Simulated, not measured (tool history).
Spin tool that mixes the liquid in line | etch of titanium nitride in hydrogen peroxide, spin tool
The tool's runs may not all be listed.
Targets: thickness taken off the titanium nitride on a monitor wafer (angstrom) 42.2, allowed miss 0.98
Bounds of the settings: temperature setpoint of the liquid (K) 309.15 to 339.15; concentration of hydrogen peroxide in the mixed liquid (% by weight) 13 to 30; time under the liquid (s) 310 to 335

run	hour	temperature setpoint of the liquid (K)	concentration of hydrogen peroxide in the mixed liquid (% by weight)	time under the liquid (s)	thickness taken off the titanium nitride on a monitor wafer (angstrom)
1	0	325.15	25	310	86.478
2	5.5	322.65	25	310	71.783
3	6.1	322.65	20	310	69.031
4	11	322.65	16	310	65.062
5	19.4	322.65	16	335	71.148
6	23.9	319.65	16	335	56.872
7	24.6	314.65	16	335	38.914
8	31.3	315.15	16	335	40.351

Which of these 5 next moves meets every target?
A	38	315.65	15.5	320	?
B	38	315.65	17	310	?
C	38	316.65	13	310	?
D	38	315.65	18	325	?
E	38	314.15	20	335	?

move	thickness taken off the titanium nitride on a monitor wafer (angstrom)
A	39.714
B	39.232
C	39.985
D	41.633
E	39.157
A: further off than the last run
B: further off than the last run
C: further off than the last run
D: meets every target
E: further off than the last run
The right move is D.
